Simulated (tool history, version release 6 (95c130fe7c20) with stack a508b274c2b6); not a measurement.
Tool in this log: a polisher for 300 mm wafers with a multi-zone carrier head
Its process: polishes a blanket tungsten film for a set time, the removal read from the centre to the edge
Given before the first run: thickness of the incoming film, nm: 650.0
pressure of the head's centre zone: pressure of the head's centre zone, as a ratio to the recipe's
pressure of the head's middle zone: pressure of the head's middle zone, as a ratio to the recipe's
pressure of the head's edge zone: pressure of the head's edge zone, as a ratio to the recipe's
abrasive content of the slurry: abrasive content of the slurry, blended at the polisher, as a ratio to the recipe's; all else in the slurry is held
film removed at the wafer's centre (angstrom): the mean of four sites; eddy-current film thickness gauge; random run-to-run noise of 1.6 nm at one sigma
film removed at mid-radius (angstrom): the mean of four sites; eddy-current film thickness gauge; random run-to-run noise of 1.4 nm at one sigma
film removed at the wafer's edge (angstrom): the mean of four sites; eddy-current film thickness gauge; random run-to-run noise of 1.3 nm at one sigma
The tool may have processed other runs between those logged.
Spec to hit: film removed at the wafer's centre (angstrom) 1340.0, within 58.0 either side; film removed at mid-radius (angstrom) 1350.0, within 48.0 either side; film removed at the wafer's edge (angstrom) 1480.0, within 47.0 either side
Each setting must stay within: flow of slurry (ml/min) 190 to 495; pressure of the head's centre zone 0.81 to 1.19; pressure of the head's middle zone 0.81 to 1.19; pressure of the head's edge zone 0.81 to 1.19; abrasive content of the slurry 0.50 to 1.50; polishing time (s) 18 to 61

| run | day | flow of slurry (ml/min) | pressure of the head's centre zone | pressure of the head's middle zone | pressure of the head's edge zone | abrasive content of the slurry | polishing time (s) | film removed at the wafer's centre (angstrom) | film removed at mid-radius (angstrom) | film removed at the wafer's edge (angstrom) |
|---|---|---|---|---|---|---|---|---|---|---|
| 1 | 0.000 | 320 | 1.00 | 1.00 | 1.00 | 1.00 | 39 | 2327.4 | 2305.9 | 2258.5 |
| 2 | 0.229 | 320 | 1.00 | 1.00 | 0.92 | 1.00 | 39 | 2311.8 | 2334.5 | 2183.3 |
| 3 | 0.308 | 320 | 0.95 | 1.00 | 0.92 | 1.00 | 39 | 2221.1 | 2299.5 | 2216.0 |
| 4 | 0.608 | 320 | 0.95 | 1.00 | 0.85 | 1.00 | 39 | 2223.5 | 2305.3 | 2129.5 |
| 5 | 0.933 | 320 | 0.87 | 1.00 | 0.85 | 1.00 | 39 | 2013.9 | 2283.9 | 2136.0 |
| 6 | 0.996 | 315 | 0.86 | 0.94 | 0.85 | 0.85 | 36 | 1713.3 | 1893.8 | 1844.6 |
| 7 | 1.304 | 305 | 0.86 | 0.89 | 0.87 | 0.75 | 35 | 1600.3 | 1644.8 | 1705.4 |
| 8 | 1.496 | 295 | 0.84 | 0.87 | 0.86 | 0.65 | 35 | 1438.7 | 1538.9 | 1603.2 |
| 9 | 1.792 | 265 | 0.88 | 0.81 | 0.86 | 0.50 | 34 | 1307.7 | 1225.1 | 1349.6 |

Which one of the following 4 next-run settings gets every result inside its allowed miss? There is exactly one.
| A | 2.088 | 310 | 0.94 | 1.06 | 0.81 | 0.50 | 29 | ? | ? | ? |
| B | 2.088 | 220 | 0.96 | 0.83 | 0.85 | 0.55 | 30 | ? | ? | ? |
| C | 2.088 | 210 | 0.84 | 0.83 | 0.84 | 0.50 | 38 | ? | ? | ? |
| D | 2.088 | 320 | 0.94 | 0.81 | 0.91 | 0.75 | 26 | ? | ? | ? |

| move | film removed at the wafer's centre (angstrom) | film removed at mid-radius (angstrom) | film removed at the wafer's edge (angstrom) |
|---|---|---|---|
| A | 1207.2 | 1313.8 | 1132.3 |
| B | 1279.8 | 1118.8 | 1221.9 |
| C | 1331.1 | 1333.5 | 1451.7 |
| D | 1319.0 | 1148.6 | 1299.6 |
A: its largest miss is bigger than the last run's
B: its largest miss is bigger than the last run's
C: hits every target within its allowed miss
D: its largest miss is bigger than the last run's
Go with C: it meets all targets.

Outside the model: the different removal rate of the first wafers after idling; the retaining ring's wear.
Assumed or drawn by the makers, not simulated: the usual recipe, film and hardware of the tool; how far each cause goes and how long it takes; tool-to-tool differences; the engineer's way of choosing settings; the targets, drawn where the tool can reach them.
